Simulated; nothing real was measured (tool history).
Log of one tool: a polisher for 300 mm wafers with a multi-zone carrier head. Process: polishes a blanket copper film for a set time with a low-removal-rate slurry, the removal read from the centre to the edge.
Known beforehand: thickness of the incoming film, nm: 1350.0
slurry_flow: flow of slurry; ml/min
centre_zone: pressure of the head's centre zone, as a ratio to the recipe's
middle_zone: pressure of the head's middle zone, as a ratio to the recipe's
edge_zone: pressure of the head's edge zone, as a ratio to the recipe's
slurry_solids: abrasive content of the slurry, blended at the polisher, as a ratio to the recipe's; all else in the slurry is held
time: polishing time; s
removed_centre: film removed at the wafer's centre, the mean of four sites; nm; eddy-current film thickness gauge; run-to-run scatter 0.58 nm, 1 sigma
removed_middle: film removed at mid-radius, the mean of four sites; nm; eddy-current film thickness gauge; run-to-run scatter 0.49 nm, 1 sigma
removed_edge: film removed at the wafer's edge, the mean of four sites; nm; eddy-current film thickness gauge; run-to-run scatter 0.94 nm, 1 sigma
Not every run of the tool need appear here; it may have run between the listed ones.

Run 1, hour 0.0: slurry_flow 280 ml/min, centre_zone 1.00, middle_zone 1.00, edge_zone 1.00, slurry_solids 1.00, time 65 s. Result: removed_centre 110.480 nm, removed_middle 108.080 nm, removed_edge 113.140 nm.
Run 2, hour 1.7: slurry_flow 275 ml/min, centre_zone 1.00, middle_zone 0.98, edge_zone 0.98, slurry_solids 0.95, time 65 s. Result: removed_centre 108.710 nm, removed_middle 104.910 nm, removed_edge 111.870 nm.
Run 3, hour 5.2: slurry_flow 275 ml/min, centre_zone 1.00, middle_zone 1.03, edge_zone 0.98, slurry_solids 0.95, time 65 s. Result: removed_centre 108.600 nm, removed_middle 109.290 nm, removed_edge 113.840 nm.
Run 4, hour 10.6: slurry_flow 275 ml/min, centre_zone 1.00, middle_zone 1.03, edge_zone 0.98, slurry_solids 0.95, time 49 s. Result: removed_centre 82.410 nm, removed_middle 83.048 nm, removed_edge 84.816 nm.
Run 5, hour 16.4: slurry_flow 280 ml/min, centre_zone 1.01, middle_zone 1.02, edge_zone 0.99, slurry_solids 0.95, time 49 s. Result: removed_centre 83.246 nm, removed_middle 83.049 nm, removed_edge 85.276 nm.
Run 6, hour 19.1: slurry_flow 280 ml/min, centre_zone 1.01, middle_zone 1.02, edge_zone 0.92, slurry_solids 0.95, time 49 s. Result: removed_centre 83.679 nm, removed_middle 82.982 nm, removed_edge 82.671 nm.

What does the tool deliver on the next run?
Run 7, hour 23.4: slurry_flow 285 ml/min, centre_zone 1.02, middle_zone 1.01, edge_zone 0.93, slurry_solids 0.95, time 49 s. Result: removed_centre ?, removed_middle ?, removed_edge ?.

removed_centre: 85.079 nm
removed_middle: 81.549 nm
removed_edge: 83.581 nm
